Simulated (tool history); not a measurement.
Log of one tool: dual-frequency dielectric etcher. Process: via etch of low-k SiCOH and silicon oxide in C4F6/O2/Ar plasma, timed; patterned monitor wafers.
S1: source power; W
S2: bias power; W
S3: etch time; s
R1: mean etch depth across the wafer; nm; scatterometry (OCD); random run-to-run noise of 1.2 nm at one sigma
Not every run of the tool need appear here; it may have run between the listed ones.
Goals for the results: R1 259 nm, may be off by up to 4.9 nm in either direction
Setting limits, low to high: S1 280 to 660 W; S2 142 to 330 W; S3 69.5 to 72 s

run,day,S1,S2,S3,R1
1,0,470,236,69.5,212.98
2,0.108,530,249,69.5,226.94
3,0.254,530,232,69.5,217.86
4,0.404,560,250,69.5,229.27
5,0.746,580,265,69.5,238.47
6,1.012,600,273,69.5,244.84
7,1.308,600,273,69.5,244.95
8,1.583,620,278,69.5,248.56

Pick the move, out of 5, that brings all results within their allowed miss; only one does.
A,1.858,590,284,70,?
B,1.858,630,298,72,?
C,1.858,650,291,72,?
D,1.858,590,330,69.5,?
E,1.858,620,275,72,?

move,R1
A,251.94
B,270.59
C,270.2
D,268.52
E,259.16
A: closer than the last run, but not yet in spec
B: the result that was furthest off in the last run now lies on the other side of its target
C: the result that was furthest off in the last run now lies on the other side of its target
D: the result that was furthest off in the last run now lies on the other side of its target
E: in spec on every target
The move that meets every target is E.
